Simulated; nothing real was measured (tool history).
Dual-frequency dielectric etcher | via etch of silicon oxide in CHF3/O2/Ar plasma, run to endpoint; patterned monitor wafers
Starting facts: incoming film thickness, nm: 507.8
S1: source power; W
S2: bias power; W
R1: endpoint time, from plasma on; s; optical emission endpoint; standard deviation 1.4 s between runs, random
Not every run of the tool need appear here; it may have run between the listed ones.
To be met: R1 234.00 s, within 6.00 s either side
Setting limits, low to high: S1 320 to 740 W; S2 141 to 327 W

| run | hour | S1 | S2 | R1 |
|---|---|---|---|---|
| 1 | 0.0 | 530 | 234 | 272.68 |
| 2 | 4.2 | 530 | 198 | 284.47 |
| 3 | 5.6 | 460 | 198 | 304.59 |
| 4 | 14.5 | 530 | 198 | 286.31 |
| 5 | 16.7 | 440 | 198 | 309.62 |
| 6 | 22.4 | 510 | 208 | 283.63 |
| 7 | 25.4 | 510 | 208 | 286.61 |
| 8 | 30.1 | 560 | 214 | 270.42 |
| 9 | 33.8 | 590 | 218 | 268.53 |
| 10 | 35.3 | 620 | 228 | 255.21 |
| 11 | 40.6 | 640 | 231 | 252.40 |
| 12 | 45.3 | 660 | 235 | 246.53 |
| 13 | 53.9 | 670 | 237 | 248.23 |
| 14 | 54.8 | 690 | 242 | 241.82 |

Which of these 5 next moves meets every target?
| A | 55.7 | 670 | 222 | ? |
| B | 55.7 | 660 | 238 | ? |
| C | 55.7 | 610 | 264 | ? |
| D | 55.7 | 690 | 265 | ? |
| E | 55.7 | 740 | 302 | ? |

| move | R1 |
|---|---|
| A | 248.56 |
| B | 245.61 |
| C | 246.78 |
| D | 234.22 |
| E | 219.37 |
A: the biggest miss grows against the last run
B: the biggest miss grows against the last run
C: the biggest miss grows against the last run
D: all results in spec
E: takes the biggest miss from the last run beyond its target
The move that meets every target is D.

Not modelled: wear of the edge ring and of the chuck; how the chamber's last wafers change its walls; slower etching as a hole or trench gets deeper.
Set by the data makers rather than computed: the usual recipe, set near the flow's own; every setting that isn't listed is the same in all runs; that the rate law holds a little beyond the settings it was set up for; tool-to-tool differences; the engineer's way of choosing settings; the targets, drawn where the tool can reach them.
